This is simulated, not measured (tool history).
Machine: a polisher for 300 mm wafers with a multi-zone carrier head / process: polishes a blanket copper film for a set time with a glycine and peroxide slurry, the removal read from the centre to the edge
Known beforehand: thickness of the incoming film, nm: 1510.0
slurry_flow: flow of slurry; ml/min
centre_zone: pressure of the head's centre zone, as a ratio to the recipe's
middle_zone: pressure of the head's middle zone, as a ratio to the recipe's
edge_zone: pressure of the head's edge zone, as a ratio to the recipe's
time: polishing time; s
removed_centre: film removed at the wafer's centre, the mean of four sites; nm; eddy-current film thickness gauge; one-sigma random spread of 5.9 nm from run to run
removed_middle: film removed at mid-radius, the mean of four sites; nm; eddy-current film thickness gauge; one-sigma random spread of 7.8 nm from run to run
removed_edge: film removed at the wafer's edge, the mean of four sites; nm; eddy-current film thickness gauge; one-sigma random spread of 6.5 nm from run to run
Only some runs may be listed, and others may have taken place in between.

run 1 hour=0 | slurry_flow=310 centre_zone=1 middle_zone=1 edge_zone=1 time=70 | removed_centre=404.72 removed_middle=391.15 removed_edge=406.31
run 2 hour=8.1 | slurry_flow=310 centre_zone=1.01 middle_zone=1.02 edge_zone=1.01 time=73 | removed_centre=414.8 removed_middle=416.98 removed_edge=406.48
run 3 hour=12.5 | slurry_flow=310 centre_zone=1.01 middle_zone=1.07 edge_zone=1.01 time=73 | removed_centre=422.66 removed_middle=447.03 removed_edge=415.53
run 4 hour=19.7 | slurry_flow=310 centre_zone=1.02 middle_zone=1.07 edge_zone=1.02 time=76 | removed_centre=446.89 removed_middle=458.31 removed_edge=430.27
run 5 hour=20.4 | slurry_flow=270 centre_zone=1.02 middle_zone=1.07 edge_zone=1.02 time=76 | removed_centre=435.34 removed_middle=434.18 removed_edge=437.01
run 6 hour=22.5 | slurry_flow=275 centre_zone=1.03 middle_zone=1.08 edge_zone=1.03 time=78 | removed_centre=453.62 removed_middle=458.71 removed_edge=448.84
run 7 hour=25.3 | slurry_flow=275 centre_zone=1.04 middle_zone=1.09 edge_zone=1.04 time=80 | removed_centre=465.58 removed_middle=480.81 removed_edge=469.95

Estimate the outcome of run 8 from the log above:
run 8 hour=30.8 | slurry_flow=300 centre_zone=1.14 middle_zone=1.18 edge_zone=1.1 time=86 | removed_centre=? removed_middle=? removed_edge=?

removed_centre: 538.27 nm
removed_middle: 546.07 nm
removed_edge: 512.71 nm

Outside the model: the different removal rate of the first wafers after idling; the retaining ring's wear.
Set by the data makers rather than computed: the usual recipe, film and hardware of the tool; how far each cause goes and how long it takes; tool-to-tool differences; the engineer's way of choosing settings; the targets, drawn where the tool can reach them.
